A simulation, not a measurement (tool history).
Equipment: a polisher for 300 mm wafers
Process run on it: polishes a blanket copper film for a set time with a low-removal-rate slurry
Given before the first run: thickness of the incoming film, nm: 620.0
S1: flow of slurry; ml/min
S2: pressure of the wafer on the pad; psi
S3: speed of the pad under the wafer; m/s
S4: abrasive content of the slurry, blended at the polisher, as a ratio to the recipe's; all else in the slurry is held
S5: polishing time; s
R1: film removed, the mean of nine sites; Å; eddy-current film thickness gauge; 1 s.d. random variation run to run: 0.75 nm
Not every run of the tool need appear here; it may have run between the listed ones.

run	hour	S1	S2	S3	S4	S5	R1
1	0	140	1.9	1.18	1	20	398.84
2	2.6	140	1.9	1.18	0.8	20	386.85
3	6	140	1.9	1.18	0.8	20	385.12
4	14.6	105	1.9	1.18	0.8	20	378.43
5	22.5	105	2.1	1.18	0.8	20	415.55
6	31.1	130	2.1	1.18	0.8	20	428.79

What does the tool deliver on the next run?
7	32	145	2.7	1.2	0.8	20	?

R1: 566.78 Å

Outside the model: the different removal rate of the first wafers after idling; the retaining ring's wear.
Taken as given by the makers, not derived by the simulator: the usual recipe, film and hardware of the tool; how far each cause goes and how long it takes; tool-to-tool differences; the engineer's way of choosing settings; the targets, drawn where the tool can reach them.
